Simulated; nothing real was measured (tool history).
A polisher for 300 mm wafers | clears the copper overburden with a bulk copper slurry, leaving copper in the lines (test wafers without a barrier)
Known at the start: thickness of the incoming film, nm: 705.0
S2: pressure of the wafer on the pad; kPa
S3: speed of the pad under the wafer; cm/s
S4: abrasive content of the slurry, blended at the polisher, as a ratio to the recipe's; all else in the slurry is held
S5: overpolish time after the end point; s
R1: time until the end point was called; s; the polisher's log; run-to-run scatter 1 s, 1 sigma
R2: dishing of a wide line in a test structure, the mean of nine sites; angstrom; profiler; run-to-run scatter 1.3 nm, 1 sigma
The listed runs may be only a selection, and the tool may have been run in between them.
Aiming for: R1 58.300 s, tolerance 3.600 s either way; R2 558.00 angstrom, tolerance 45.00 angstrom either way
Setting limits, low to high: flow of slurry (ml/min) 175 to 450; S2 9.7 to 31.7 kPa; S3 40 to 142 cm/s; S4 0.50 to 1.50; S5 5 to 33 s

{"run": 1, "hour": 0.0, "flow of slurry (ml/min)": 290, "S2": 20.7, "S3": 90, "S4": 1.0, "S5": 17, "R1": 81.081, "R2": 514.3}
{"run": 2, "hour": 3.4, "flow of slurry (ml/min)": 290, "S2": 22.1, "S3": 92, "S4": 1.0, "S5": 16, "R1": 79.443, "R2": 520.61}
{"run": 3, "hour": 9.3, "flow of slurry (ml/min)": 290, "S2": 22.1, "S3": 92, "S4": 1.2, "S5": 16, "R1": 73.34, "R2": 519.92}
{"run": 4, "hour": 14.2, "flow of slurry (ml/min)": 240, "S2": 22.1, "S3": 92, "S4": 1.2, "S5": 16, "R1": 75.542, "R2": 513.7}
{"run": 5, "hour": 14.8, "flow of slurry (ml/min)": 240, "S2": 22.1, "S3": 92, "S4": 1.2, "S5": 10, "R1": 73.174, "R2": 458.33}
{"run": 6, "hour": 19.2, "flow of slurry (ml/min)": 240, "S2": 17.9, "S3": 92, "S4": 1.2, "S5": 10, "R1": 85.896, "R2": 406.3}
{"run": 7, "hour": 21.5, "flow of slurry (ml/min)": 240, "S2": 20.7, "S3": 94, "S4": 1.2, "S5": 11, "R1": 77.044, "R2": 475.27}
{"run": 8, "hour": 30.0, "flow of slurry (ml/min)": 240, "S2": 26.2, "S3": 102, "S4": 1.2, "S5": 7, "R1": 60.3, "R2": 426.04}
{"run": 9, "hour": 34.0, "flow of slurry (ml/min)": 245, "S2": 24.1, "S3": 106, "S4": 1.2, "S5": 15, "R1": 64.479, "R2": 561.54}

Which of these 5 next moves meets every target?
{"run": "A", "hour": 38.0, "flow of slurry (ml/min)": 240, "S2": 26.2, "S3": 108, "S4": 1.15, "S5": 15, "R1": "?", "R2": "?"}
{"run": "B", "hour": 38.0, "flow of slurry (ml/min)": 235, "S2": 20.7, "S3": 98, "S4": 1.25, "S5": 16, "R1": "?", "R2": "?"}
{"run": "C", "hour": 38.0, "flow of slurry (ml/min)": 310, "S2": 24.8, "S3": 122, "S4": 1.4, "S5": 14, "R1": "?", "R2": "?"}
{"run": "D", "hour": 38.0, "flow of slurry (ml/min)": 235, "S2": 29.0, "S3": 114, "S4": 1.3, "S5": 6, "R1": "?", "R2": "?"}
{"run": "E", "hour": 38.0, "flow of slurry (ml/min)": 220, "S2": 20.7, "S3": 96, "S4": 1.15, "S5": 18, "R1": "?", "R2": "?"}

move=A R1=60.491 R2=565.17
move=B R1=75.562 R2=537.57
move=C R1=53.430 R2=568.94
move=D R1=52.326 R2=433.46
move=E R1=78.840 R2=547.11
A: meets every target
B: further off than the last run
C: carries the result that was furthest off beyond its target, to the other side
D: carries the result that was furthest off beyond its target, to the other side
E: further off than the last run
A meets every target.
